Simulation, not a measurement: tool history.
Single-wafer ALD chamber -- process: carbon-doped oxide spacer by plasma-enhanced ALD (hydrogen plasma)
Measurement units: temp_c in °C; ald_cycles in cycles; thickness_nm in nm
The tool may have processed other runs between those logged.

run,day,temp_c,ald_cycles,thickness_nm
1,0.000,390,551,25.462
2,0.150,390,515,23.753
3,0.362,390,504,23.335
4,0.667,390,445,20.541
5,0.871,396,445,20.466
6,1.038,402,445,20.324
7,1.167,401,461,21.138

Estimate the outcome of run 8 from the log above:
8,1.575,401,496,?

thickness_nm: 22.817 nm

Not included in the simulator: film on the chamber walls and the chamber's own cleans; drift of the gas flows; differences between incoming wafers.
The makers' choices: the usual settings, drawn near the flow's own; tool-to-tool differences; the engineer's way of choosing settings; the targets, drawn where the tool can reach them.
